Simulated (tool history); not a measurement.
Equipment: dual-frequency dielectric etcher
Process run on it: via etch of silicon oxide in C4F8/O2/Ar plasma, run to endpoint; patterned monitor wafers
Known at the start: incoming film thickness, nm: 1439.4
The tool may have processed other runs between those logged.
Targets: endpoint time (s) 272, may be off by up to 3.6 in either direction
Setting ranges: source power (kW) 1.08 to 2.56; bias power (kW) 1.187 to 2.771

{"run": 1, "hour": 0.0, "source power (kW)": 1.82, "bias power (kW)": 1.979, "endpoint time (s)": 306.47}
{"run": 2, "hour": 4.3, "source power (kW)": 1.92, "bias power (kW)": 1.991, "endpoint time (s)": 299.14}
{"run": 3, "hour": 5.1, "source power (kW)": 2, "bias power (kW)": 2, "endpoint time (s)": 292.54}
{"run": 4, "hour": 10.3, "source power (kW)": 2, "bias power (kW)": 1.74, "endpoint time (s)": 305.94}
{"run": 5, "hour": 18.7, "source power (kW)": 2.1, "bias power (kW)": 1.75, "endpoint time (s)": 298.1}
{"run": 6, "hour": 27.3, "source power (kW)": 2.18, "bias power (kW)": 1.758, "endpoint time (s)": 292.38}
{"run": 7, "hour": 30.3, "source power (kW)": 2.18, "bias power (kW)": 1.758, "endpoint time (s)": 293.21}
{"run": 8, "hour": 34.7, "source power (kW)": 2.25, "bias power (kW)": 1.765, "endpoint time (s)": 286.79}
{"run": 9, "hour": 40.1, "source power (kW)": 2.29, "bias power (kW)": 1.769, "endpoint time (s)": 283.68}
{"run": 10, "hour": 48.9, "source power (kW)": 2.29, "bias power (kW)": 1.769, "endpoint time (s)": 283.93}

4 next moves are on the table. One of them brings every result within its allowed miss. Which?
{"run": "A", "hour": 57.7, "source power (kW)": 2.14, "bias power (kW)": 1.628, "endpoint time (s)": "?"}
{"run": "B", "hour": 57.7, "source power (kW)": 2.08, "bias power (kW)": 1.635, "endpoint time (s)": "?"}
{"run": "C", "hour": 57.7, "source power (kW)": 2.3, "bias power (kW)": 2.057, "endpoint time (s)": "?"}
{"run": "D", "hour": 57.7, "source power (kW)": 2.06, "bias power (kW)": 1.806, "endpoint time (s)": "?"}

move=A endpoint_time_(s)=301.02
move=B endpoint_time_(s)=304.72
move=C endpoint_time_(s)=273.55
move=D endpoint_time_(s)=298.19
A: its largest miss is bigger than the last run's
B: its largest miss is bigger than the last run's
C: every result within its allowed miss
D: its largest miss is bigger than the last run's
The right move is C.
